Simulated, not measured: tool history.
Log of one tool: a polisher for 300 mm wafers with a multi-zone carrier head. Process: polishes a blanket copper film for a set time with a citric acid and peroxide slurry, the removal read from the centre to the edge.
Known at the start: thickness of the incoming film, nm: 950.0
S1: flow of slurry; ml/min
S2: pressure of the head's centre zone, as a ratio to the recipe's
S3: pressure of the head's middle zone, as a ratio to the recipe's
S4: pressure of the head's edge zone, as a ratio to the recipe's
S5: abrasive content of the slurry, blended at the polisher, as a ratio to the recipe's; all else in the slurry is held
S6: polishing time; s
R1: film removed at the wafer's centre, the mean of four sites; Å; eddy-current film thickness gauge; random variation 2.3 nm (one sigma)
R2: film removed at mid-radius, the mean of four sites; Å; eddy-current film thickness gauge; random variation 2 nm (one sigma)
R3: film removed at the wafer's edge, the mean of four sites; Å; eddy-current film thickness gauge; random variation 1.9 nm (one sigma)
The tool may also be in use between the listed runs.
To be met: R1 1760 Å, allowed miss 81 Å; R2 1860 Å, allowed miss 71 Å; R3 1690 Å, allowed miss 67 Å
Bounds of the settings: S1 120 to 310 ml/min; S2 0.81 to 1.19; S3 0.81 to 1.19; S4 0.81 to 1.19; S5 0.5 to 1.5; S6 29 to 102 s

run  hour   S1    S2    S3    S4    S5  S6      R1      R2      R3
  1     0  200     1     1     1     1  65  1522.8  1453.5  1475.1
  2   3.4  200     1  1.05     1     1  65  1486.8  1496.8  1462.7
  3   4.4  210  1.01  1.07  1.01   1.1  66    1573  1619.5  1530.1
  4  13.2  210  1.01  1.07  1.01   1.1  80    1905  1992.3  1876.3
  5  19.4  210  1.01  1.11  1.01   1.1  80  1946.9  2021.3  1843.2
  6  24.4  250  1.01  1.11  1.01   1.1  80  1940.6    2124  1913.4
     29.4  -- slurry nozzle cleaned
  7  29.4  235     1   1.1  0.99  1.05  80  2044.5  2158.4    1941
  8  33.7  220     1  1.11     1  1.05  79  2019.6  2115.3  1887.8
  9  39.4  215  1.01  1.11     1   1.1  78  1990.5  2106.8  1868.1
 10  40.1  215  1.01  1.11  1.01  1.05  77    1945  2061.1    1845

Which of these 4 next moves meets every target?
  A  40.8  210  1.03  1.14  1.07     1  69   ?   ?   ?
  B  40.8  310  0.98  1.01  1.15  1.25  69   ?   ?   ?
  C  40.8  220  1.13  0.95  0.94     1  81   ?   ?   ?
  D  40.8  210  1.15  1.03   0.9   0.7  76   ?   ?   ?

move      R1      R2      R3
   A  1771.9  1881.9  1691.2
   B  1859.9    1865  1908.7
   C  2297.7  1904.3  1878.8
   D    2026  1766.5  1596.7
A: meets every target
B: brings the result that was furthest off to its target, and leaves another outside
C: brings the result that was furthest off to its target, and leaves another outside
D: takes the result that was furthest off past its target
Answer: A
